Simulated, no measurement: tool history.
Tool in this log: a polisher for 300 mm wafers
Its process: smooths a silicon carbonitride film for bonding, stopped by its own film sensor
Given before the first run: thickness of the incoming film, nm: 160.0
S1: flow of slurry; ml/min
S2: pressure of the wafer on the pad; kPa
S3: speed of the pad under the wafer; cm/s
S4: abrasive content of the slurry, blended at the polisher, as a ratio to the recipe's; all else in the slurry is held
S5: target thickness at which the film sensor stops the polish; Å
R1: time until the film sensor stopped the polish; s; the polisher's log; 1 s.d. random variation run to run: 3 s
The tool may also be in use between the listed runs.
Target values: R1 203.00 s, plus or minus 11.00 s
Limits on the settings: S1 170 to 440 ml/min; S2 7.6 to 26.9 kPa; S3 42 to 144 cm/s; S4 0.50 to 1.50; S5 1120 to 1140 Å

run 1 hour=0.0 | S1=280 S2=17.2 S3=92 S4=1.00 S5=1140 | R1=155.35
run 2 hour=8.6 | S1=280 S2=15.9 S3=92 S4=1.00 S5=1140 | R1=168.23
run 3 hour=10.8 | S1=280 S2=15.2 S3=92 S4=1.00 S5=1140 | R1=173.73
run 4 hour=14.2 | S1=280 S2=14.5 S3=92 S4=1.00 S5=1140 | R1=180.25
run 5 hour=17.3 | S1=280 S2=13.8 S3=92 S4=1.00 S5=1140 | R1=189.78
run 6 hour=18.4 | S1=280 S2=11.0 S3=92 S4=1.00 S5=1140 | R1=234.76
run 7 hour=27.4 | S1=280 S2=11.7 S3=92 S4=1.00 S5=1140 | R1=226.96
run 8 hour=28.7 | S1=280 S2=13.8 S3=94 S4=1.00 S5=1140 | R1=191.10

Exercise: of the 4 proposed moves below, exactly one satisfies all targets within the stated allowed misses. Which move is it?
run A hour=30.0 | S1=310 S2=15.2 S3=76 S4=1.00 S5=1120 | R1=?
run B hour=30.0 | S1=330 S2=15.9 S3=82 S4=0.95 S5=1140 | R1=?
run C hour=30.0 | S1=370 S2=11.0 S3=88 S4=1.20 S5=1120 | R1=?
run D hour=30.0 | S1=235 S2=14.5 S3=96 S4=0.95 S5=1140 | R1=?

move=A R1=205.67
move=B R1=181.47
move=C R1=238.41
move=D R1=185.52
A: meets every target
B: further off than the last run
C: the result that was furthest off in the last run now lies on the other side of its target
D: further off than the last run
Move A is the one to make.
